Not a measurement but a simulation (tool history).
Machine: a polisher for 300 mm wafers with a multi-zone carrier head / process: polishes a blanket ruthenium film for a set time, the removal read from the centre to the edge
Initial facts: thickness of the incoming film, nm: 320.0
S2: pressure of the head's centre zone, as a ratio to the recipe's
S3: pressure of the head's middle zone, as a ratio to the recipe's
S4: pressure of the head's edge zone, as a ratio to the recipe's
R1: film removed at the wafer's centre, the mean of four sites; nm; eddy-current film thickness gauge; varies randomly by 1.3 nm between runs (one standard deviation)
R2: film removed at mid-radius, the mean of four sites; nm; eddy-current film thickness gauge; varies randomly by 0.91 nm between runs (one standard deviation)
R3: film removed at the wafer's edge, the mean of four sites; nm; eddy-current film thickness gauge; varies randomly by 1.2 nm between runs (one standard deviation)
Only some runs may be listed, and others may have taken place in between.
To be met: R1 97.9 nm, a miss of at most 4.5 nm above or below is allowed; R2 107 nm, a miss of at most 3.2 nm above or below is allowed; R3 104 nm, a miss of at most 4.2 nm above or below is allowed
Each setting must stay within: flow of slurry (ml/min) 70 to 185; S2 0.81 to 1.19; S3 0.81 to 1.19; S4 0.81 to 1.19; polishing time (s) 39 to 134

Run 1, hour 0: flow of slurry (ml/min) 120, S2 1, S3 1, S4 1, polishing time (s) 86. Result: R1 92.952 nm, R2 91.718 nm, R3 91.758 nm.
Run 2, hour 3.8: flow of slurry (ml/min) 120, S2 1, S3 1, S4 1.04, polishing time (s) 86. Result: R1 93.751 nm, R2 90.909 nm, R3 94.58 nm.
Run 3, hour 11.4: flow of slurry (ml/min) 135, S2 0.98, S3 1.03, S4 1.05, polishing time (s) 86. Result: R1 93.635 nm, R2 96.429 nm, R3 94.151 nm.
Run 4, hour 17.5: flow of slurry (ml/min) 140, S2 0.97, S3 1.04, S4 1.08, polishing time (s) 87. Result: R1 96.692 nm, R2 99.732 nm, R3 98.902 nm.
Run 5, hour 18.7: flow of slurry (ml/min) 140, S2 0.97, S3 1.04, S4 1.13, polishing time (s) 87. Result: R1 93.016 nm, R2 97.633 nm, R3 99.649 nm.
Run 6, hour 27: flow of slurry (ml/min) 140, S2 0.91, S3 1.04, S4 1.13, polishing time (s) 87. Result: R1 89.609 nm, R2 97.658 nm, R3 102.27 nm.
Run 7, hour 34.1: flow of slurry (ml/min) 150, S2 0.92, S3 1.05, S4 1.13, polishing time (s) 87. Result: R1 90.692 nm, R2 102.82 nm, R3 101.36 nm.
Run 8, hour 39.5: flow of slurry (ml/min) 155, S2 0.93, S3 1.05, S4 1.13, polishing time (s) 88. Result: R1 93.957 nm, R2 103.97 nm, R3 103.6 nm.
Run 9, hour 45.8: flow of slurry (ml/min) 160, S2 0.94, S3 1.05, S4 1.13, polishing time (s) 88. Result: R1 96.252 nm, R2 103 nm, R3 104.57 nm.

Of the 5 settings listed for the next run, only one would bring every result within its allowed miss of target. Which one?
Run A, hour 52.1: flow of slurry (ml/min) 165, S2 0.9, S3 0.95, S4 1.19, polishing time (s) 90. Result: R1 ?, R2 ?, R3 ?.
Run B, hour 52.1: flow of slurry (ml/min) 160, S2 0.96, S3 1.08, S4 1.15, polishing time (s) 89. Result: R1 ?, R2 ?, R3 ?.
Run C, hour 52.1: flow of slurry (ml/min) 140, S2 0.95, S3 1.02, S4 1.17, polishing time (s) 90. Result: R1 ?, R2 ?, R3 ?.
Run D, hour 52.1: flow of slurry (ml/min) 165, S2 0.89, S3 1, S4 1.19, polishing time (s) 87. Result: R1 ?, R2 ?, R3 ?.
Run E, hour 52.1: flow of slurry (ml/min) 150, S2 0.96, S3 0.98, S4 1.19, polishing time (s) 88. Result: R1 ?, R2 ?, R3 ?.

move      R1      R2      R3
   A   94.05  97.431  111.04
   B  98.757  106.79  107.62
   C  96.053  100.34  107.76
   D  89.928  98.339  107.26
   E   96.31  96.107   107.2
A: misses by more than the last run did
B: all results land within tolerance of their targets
C: misses by more than the last run did
D: misses by more than the last run did
E: misses by more than the last run did
So the answer is move B, the one that meets all the targets.

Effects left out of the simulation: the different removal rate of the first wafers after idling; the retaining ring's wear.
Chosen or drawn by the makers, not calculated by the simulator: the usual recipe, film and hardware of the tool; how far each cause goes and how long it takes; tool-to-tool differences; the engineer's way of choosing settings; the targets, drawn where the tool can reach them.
